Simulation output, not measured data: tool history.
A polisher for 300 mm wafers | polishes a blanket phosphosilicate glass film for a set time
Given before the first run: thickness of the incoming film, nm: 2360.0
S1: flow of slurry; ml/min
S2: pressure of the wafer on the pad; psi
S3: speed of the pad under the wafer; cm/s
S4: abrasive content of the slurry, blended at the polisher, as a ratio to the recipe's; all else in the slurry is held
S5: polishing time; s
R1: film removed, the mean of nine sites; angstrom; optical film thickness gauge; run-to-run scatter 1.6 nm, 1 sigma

run 1 hour=0 | S1=140 S2=2.1 S3=92 S4=1 S5=40 | R1=1762.3
run 2 hour=2.6 | S1=140 S2=2 S3=92 S4=1 S5=40 | R1=1708.3
run 3 hour=9 | S1=170 S2=2 S3=92 S4=1 S5=40 | R1=1694.6
run 4 hour=11.4 | S1=170 S2=1.9 S3=92 S4=1 S5=40 | R1=1641.3
run 5 hour=12.9 | S1=170 S2=1.9 S3=92 S4=1 S5=40 | R1=1661.4
run 6 hour=15 | S1=145 S2=1.9 S3=92 S4=1 S5=40 | R1=1634.4

Run 7 is up next; what results do you expect?
run 7 hour=22.3 | S1=145 S2=1.8 S3=92 S4=1 S5=40 | R1=?

Logged for run 7: R1 1524.4 angstrom.

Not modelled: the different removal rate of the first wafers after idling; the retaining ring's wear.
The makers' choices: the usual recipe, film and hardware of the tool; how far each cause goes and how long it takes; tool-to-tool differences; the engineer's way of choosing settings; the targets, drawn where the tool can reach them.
